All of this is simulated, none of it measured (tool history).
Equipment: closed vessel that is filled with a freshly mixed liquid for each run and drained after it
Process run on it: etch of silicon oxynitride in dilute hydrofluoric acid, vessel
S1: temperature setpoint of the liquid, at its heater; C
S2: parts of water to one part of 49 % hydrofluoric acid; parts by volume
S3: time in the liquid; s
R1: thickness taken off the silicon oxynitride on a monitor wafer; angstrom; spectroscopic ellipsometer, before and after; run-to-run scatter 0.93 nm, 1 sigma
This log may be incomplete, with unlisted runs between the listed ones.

run	day	S1	S2	S3	R1
1	0	23	125	2805	398.5
2	0.304	24.5	125	2805	427.49
3	0.438	27.5	125	2805	489.68
4	0.554	27.5	125	2805	483.96
5	0.908	27.5	125	3010	519.48
6	1.067	27.5	140	3010	464.5
7	1.275	28	125	3010	528.51
8	1.442	28.5	110	3010	624.87

What will run 9 give?
9	1.783	29	100	3010	?

{"run 9": {"R1": 716.6}}
